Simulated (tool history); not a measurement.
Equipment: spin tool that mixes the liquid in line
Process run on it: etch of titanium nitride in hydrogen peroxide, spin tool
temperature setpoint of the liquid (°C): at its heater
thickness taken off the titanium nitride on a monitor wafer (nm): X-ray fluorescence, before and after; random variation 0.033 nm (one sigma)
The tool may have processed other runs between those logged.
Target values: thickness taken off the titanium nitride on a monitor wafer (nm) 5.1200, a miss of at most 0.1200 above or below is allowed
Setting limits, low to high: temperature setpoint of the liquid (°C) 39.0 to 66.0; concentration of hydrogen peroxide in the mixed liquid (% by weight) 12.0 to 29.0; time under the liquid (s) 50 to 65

run,hour,temperature setpoint of the liquid (°C),concentration of hydrogen peroxide in the mixed liquid (% by weight),time under the liquid (s),thickness taken off the titanium nitride on a monitor wafer (nm)
1,0.0,55.0,19.5,65,3.0107
2,7.3,56.0,19.5,65,3.1919
3,10.6,57.0,19.5,65,3.4315
4,16.8,51.0,19.5,65,2.2336
# hour 22.5: peroxide flow meter replaced
5,22.5,51.0,23.5,65,2.3017
6,23.5,52.5,23.5,65,2.5500
7,30.8,54.0,23.5,65,2.8769
8,38.2,55.0,23.5,65,3.0622
9,39.0,56.0,23.5,65,3.2847
10,41.5,63.5,23.5,65,5.5025
11,47.2,63.0,23.5,65,5.2931

Below are 4 possible settings for the next run. Only one of them brings all results inside the allowed miss of their targets. Which is it?
A,52.9,62.5,23.0,65,?
B,52.9,65.0,24.5,60,?
C,52.9,63.5,21.0,65,?
D,52.9,64.5,24.5,60,?

move,thickness taken off the titanium nitride on a monitor wafer (nm)
A,5.1057
B,5.6416
C,5.3520
D,5.4583
A: each result inside its tolerance
B: the biggest miss grows against the last run
C: the biggest miss grows against the last run
D: the biggest miss grows against the last run
Correct choice: A, which meets every target

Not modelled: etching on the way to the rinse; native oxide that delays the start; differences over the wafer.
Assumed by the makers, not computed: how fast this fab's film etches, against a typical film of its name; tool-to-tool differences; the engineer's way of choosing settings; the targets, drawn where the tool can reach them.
